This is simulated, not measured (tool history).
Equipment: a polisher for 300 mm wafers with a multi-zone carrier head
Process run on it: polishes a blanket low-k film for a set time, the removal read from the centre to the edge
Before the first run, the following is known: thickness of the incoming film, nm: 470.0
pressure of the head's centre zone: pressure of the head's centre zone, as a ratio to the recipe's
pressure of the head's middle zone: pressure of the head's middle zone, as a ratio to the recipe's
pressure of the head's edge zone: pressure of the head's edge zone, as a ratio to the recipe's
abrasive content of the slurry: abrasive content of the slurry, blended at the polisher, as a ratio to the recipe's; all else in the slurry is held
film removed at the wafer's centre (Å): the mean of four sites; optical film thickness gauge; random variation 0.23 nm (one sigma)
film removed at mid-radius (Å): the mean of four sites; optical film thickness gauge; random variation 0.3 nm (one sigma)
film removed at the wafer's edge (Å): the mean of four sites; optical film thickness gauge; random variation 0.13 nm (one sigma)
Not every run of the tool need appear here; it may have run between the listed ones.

| run | hour | flow of slurry (ml/min) | pressure of the head's centre zone | pressure of the head's middle zone | pressure of the head's edge zone | abrasive content of the slurry | polishing time (s) | film removed at the wafer's centre (Å) | film removed at mid-radius (Å) | film removed at the wafer's edge (Å) |
|---|---|---|---|---|---|---|---|---|---|---|
| 1 | 0.0 | 210 | 1.00 | 1.00 | 1.00 | 1.00 | 78 | 338.84 | 325.75 | 310.31 |
| 2 | 5.1 | 210 | 1.00 | 1.00 | 1.00 | 0.90 | 78 | 321.09 | 299.05 | 292.14 |
| 3 | 11.0 | 235 | 1.00 | 1.00 | 1.00 | 0.90 | 78 | 324.20 | 302.86 | 297.27 |
| 4 | 14.3 | 215 | 1.00 | 1.00 | 1.00 | 0.90 | 78 | 317.96 | 306.55 | 291.25 |
| 5 | 20.3 | 215 | 1.00 | 1.07 | 1.00 | 0.90 | 78 | 321.01 | 319.84 | 290.70 |
|  | 21.3 | centre zone pressure recalibrated |
| 6 | 21.3 | 205 | 0.96 | 1.07 | 1.03 | 0.80 | 75 | 249.19 | 285.98 | 261.88 |
| 7 | 21.9 | 205 | 0.96 | 1.07 | 1.03 | 0.80 | 75 | 246.09 | 286.06 | 263.41 |
| 8 | 25.6 | 200 | 0.94 | 1.04 | 1.00 | 0.75 | 75 | 234.05 | 268.70 | 250.38 |
| 9 | 31.6 | 195 | 0.92 | 1.01 | 0.98 | 0.70 | 75 | 211.61 | 247.88 | 230.51 |
| 10 | 33.2 | 145 | 0.83 | 0.91 | 1.00 | 0.70 | 75 | 190.09 | 217.55 | 227.97 |
| 11 | 41.7 | 145 | 0.83 | 0.91 | 0.99 | 0.70 | 75 | 184.32 | 214.30 | 223.86 |
| 12 | 49.6 | 145 | 0.83 | 0.91 | 0.98 | 0.70 | 75 | 185.00 | 208.35 | 227.54 |
| 13 | 53.7 | 140 | 0.82 | 1.00 | 0.94 | 0.55 | 75 | 147.25 | 186.05 | 178.66 |

The next listed run, before its measurement:
| 14 | 57.1 | 160 | 0.82 | 0.98 | 0.94 | 0.55 | 75 | ? | ? | ? |

film removed at the wafer's centre (Å): 150.60
film removed at mid-radius (Å): 185.56
film removed at the wafer's edge (Å): 179.02
